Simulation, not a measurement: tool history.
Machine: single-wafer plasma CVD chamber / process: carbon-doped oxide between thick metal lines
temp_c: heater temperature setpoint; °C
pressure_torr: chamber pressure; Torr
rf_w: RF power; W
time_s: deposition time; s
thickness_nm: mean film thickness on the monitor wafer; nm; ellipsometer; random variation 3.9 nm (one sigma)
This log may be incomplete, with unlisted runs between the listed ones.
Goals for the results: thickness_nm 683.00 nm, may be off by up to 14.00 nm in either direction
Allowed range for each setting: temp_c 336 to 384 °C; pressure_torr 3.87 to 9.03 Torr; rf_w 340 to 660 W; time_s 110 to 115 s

Run 1, hour 0.0: temp_c 360 °C, pressure_torr 6.45 Torr, rf_w 500 W, time_s 115 s. Result: thickness_nm 626.24 nm.
Run 2, hour 5.9: temp_c 360 °C, pressure_torr 5.69 Torr, rf_w 500 W, time_s 115 s. Result: thickness_nm 612.07 nm.
Run 3, hour 10.0: temp_c 359 °C, pressure_torr 6.03 Torr, rf_w 510 W, time_s 115 s. Result: thickness_nm 626.31 nm.
Run 4, hour 11.2: temp_c 358 °C, pressure_torr 6.30 Torr, rf_w 520 W, time_s 115 s. Result: thickness_nm 642.44 nm.
Run 5, hour 17.0: temp_c 352 °C, pressure_torr 6.30 Torr, rf_w 520 W, time_s 115 s. Result: thickness_nm 651.07 nm.
At hour 18.6: thermocouple changed; heater temperature recalibrated.
Run 6, hour 18.6: temp_c 351 °C, pressure_torr 6.45 Torr, rf_w 525 W, time_s 115 s. Result: thickness_nm 656.99 nm.
Run 7, hour 19.9: temp_c 350 °C, pressure_torr 6.57 Torr, rf_w 530 W, time_s 115 s. Result: thickness_nm 655.43 nm.
Run 8, hour 21.8: temp_c 350 °C, pressure_torr 6.62 Torr, rf_w 535 W, time_s 115 s. Result: thickness_nm 662.63 nm.
Run 9, hour 27.8: temp_c 350 °C, pressure_torr 6.69 Torr, rf_w 540 W, time_s 115 s. Result: thickness_nm 664.39 nm.

Consider the 4 candidate settings below. Which is the only one whose results all fall within their allowed miss of target?
Run A, hour 33.8: temp_c 336 °C, pressure_torr 6.14 Torr, rf_w 595 W, time_s 115 s. Result: thickness_nm ?.
Run B, hour 33.8: temp_c 348 °C, pressure_torr 6.66 Torr, rf_w 555 W, time_s 110 s. Result: thickness_nm ?.
Run C, hour 33.8: temp_c 336 °C, pressure_torr 6.29 Torr, rf_w 565 W, time_s 115 s. Result: thickness_nm ?.
Run D, hour 33.8: temp_c 353 °C, pressure_torr 7.11 Torr, rf_w 555 W, time_s 115 s. Result: thickness_nm ?.

move  thickness_nm
   A        733.80
   B        654.65
   C        714.06
   D        678.34
A: carries the result that was furthest off beyond its target, to the other side
B: the biggest miss grows against the last run
C: carries the result that was furthest off beyond its target, to the other side
D: every result lands within tolerance
D is the move that brings every result within its allowed miss.
